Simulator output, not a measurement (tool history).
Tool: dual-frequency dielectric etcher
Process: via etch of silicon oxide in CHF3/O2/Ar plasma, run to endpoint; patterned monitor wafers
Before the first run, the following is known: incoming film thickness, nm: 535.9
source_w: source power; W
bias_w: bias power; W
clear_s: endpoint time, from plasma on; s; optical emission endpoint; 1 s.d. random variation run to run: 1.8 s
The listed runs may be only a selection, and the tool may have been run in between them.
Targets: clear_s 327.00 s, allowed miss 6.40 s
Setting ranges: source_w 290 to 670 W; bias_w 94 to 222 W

Run 1, hour 0.0: source_w 480 W, bias_w 158 W. Result: clear_s 301.58 s.
Run 2, hour 1.2: source_w 550 W, bias_w 158 W. Result: clear_s 283.04 s.
Run 3, hour 2.2: source_w 550 W, bias_w 130 W. Result: clear_s 305.15 s.
Run 4, hour 3.2: source_w 580 W, bias_w 130 W. Result: clear_s 297.53 s.
Run 5, hour 10.2: source_w 510 W, bias_w 130 W. Result: clear_s 312.79 s.
Run 6, hour 18.4: source_w 540 W, bias_w 130 W. Result: clear_s 308.50 s.
Run 7, hour 23.3: source_w 520 W, bias_w 129 W. Result: clear_s 310.70 s.
Run 8, hour 24.9: source_w 500 W, bias_w 128 W. Result: clear_s 318.82 s.

Exercise: of the 5 proposed moves below, exactly one satisfies all targets within the stated allowed misses. Which move is it?
Run A, hour 26.5: source_w 460 W, bias_w 135 W. Result: clear_s ?.
Run B, hour 26.5: source_w 530 W, bias_w 127 W. Result: clear_s ?.
Run C, hour 26.5: source_w 550 W, bias_w 122 W. Result: clear_s ?.
Run D, hour 26.5: source_w 510 W, bias_w 134 W. Result: clear_s ?.
Run E, hour 26.5: source_w 580 W, bias_w 114 W. Result: clear_s ?.

move  clear_s
   A   323.48
   B   309.87
   C   309.10
   D   309.31
   E   309.06
A: every result within its allowed miss
B: misses by more than the last run did
C: misses by more than the last run did
D: misses by more than the last run did
E: misses by more than the last run did
The move that meets every target is A.
